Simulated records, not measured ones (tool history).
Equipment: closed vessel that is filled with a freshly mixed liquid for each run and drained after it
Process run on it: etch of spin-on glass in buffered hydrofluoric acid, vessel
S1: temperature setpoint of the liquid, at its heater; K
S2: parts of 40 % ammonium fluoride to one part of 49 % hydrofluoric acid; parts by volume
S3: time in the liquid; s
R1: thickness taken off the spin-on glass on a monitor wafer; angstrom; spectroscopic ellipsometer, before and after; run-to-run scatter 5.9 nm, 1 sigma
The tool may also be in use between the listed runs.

run 1 hour=0.0 | S1=296.15 S2=12.0 S3=100 | R1=2370.9
run 2 hour=0.5 | S1=296.15 S2=10.5 S3=100 | R1=2658.8
run 3 hour=6.4 | S1=297.15 S2=10.0 S3=100 | R1=2960.3
run 4 hour=7.6 | S1=297.65 S2=9.5 S3=100 | R1=3115.3
run 5 hour=14.4 | S1=298.15 S2=9.0 S3=100 | R1=3312.3
run 6 hour=21.3 | S1=298.65 S2=8.5 S3=100 | R1=3664.3
run 7 hour=24.5 | S1=299.15 S2=8.0 S3=100 | R1=4065.8
run 8 hour=33.0 | S1=299.65 S2=8.0 S3=100 | R1=4075.3
run 9 hour=37.4 | S1=300.15 S2=8.0 S3=100 | R1=4309.1
run 10 hour=40.1 | S1=300.65 S2=8.0 S3=100 | R1=4345.4
run 11 hour=48.6 | S1=301.15 S2=8.0 S3=100 | R1=4441.3
run 12 hour=55.8 | S1=301.65 S2=8.0 S3=100 | R1=4671.4
run 13 hour=57.9 | S1=302.15 S2=8.0 S3=100 | R1=4771.2

Run 14, settings as shown, results not yet in. Your forecast:
run 14 hour=58.5 | S1=303.15 S2=7.0 S3=100 | R1=?

R1: 5718.8 angstrom

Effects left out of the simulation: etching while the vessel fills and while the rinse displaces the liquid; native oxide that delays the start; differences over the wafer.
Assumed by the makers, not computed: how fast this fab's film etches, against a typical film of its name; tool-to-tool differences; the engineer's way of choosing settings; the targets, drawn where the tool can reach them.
